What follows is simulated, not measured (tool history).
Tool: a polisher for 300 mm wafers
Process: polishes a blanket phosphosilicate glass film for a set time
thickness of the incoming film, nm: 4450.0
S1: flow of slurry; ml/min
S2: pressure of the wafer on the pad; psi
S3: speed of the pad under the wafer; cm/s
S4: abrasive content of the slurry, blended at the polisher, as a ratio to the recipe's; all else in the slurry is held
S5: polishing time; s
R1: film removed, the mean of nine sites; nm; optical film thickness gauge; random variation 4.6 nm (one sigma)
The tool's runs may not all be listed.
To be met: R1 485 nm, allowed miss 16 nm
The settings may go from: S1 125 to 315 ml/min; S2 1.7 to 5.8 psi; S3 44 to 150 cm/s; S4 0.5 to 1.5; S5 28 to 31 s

run  hour   S1   S2  S3   S4  S5      R1
  1     0  205  3.7  96    1  31  392.17
  2     2  205  3.9  96    1  31  402.81
  3   6.5  205  4.1  96    1  31  422.81
  4   7.2  205  4.1  74    1  31  347.29
     13.1  -- head pressure recalibrated
  5  13.1  165  4.1  74    1  31  310.65
  6  15.8  165  4.1  74  1.2  31  332.98
  7  17.3  180  5.1  76  1.2  31  410.17
  8  25.3  195  5.2  76  1.2  31  425.63
  9  26.1  210  5.3  76  1.2  31  430.64
 10  34.5  215  5.4  76  1.2  31  432.87
 11  41.4  215  5.5  78  1.2  31  449.59

Which of these 5 next moves meets every target?
  A  48.3  230    5  88  1.05  31   ?
  B  48.3  245  4.8  90  1.05  31   ?
  C  48.3  210  5.7  90   1.2  31   ?
  D  48.3  220  5.6  88  1.05  28   ?
  E  48.3  210  5.7  96  0.85  31   ?

move      R1
   A  443.38
   B  440.22
   C  523.06
   D  436.23
   E  477.07
A: further off than the last run
B: further off than the last run
C: takes the result that was furthest off past its target
D: further off than the last run
E: meets every target
The right move is E.

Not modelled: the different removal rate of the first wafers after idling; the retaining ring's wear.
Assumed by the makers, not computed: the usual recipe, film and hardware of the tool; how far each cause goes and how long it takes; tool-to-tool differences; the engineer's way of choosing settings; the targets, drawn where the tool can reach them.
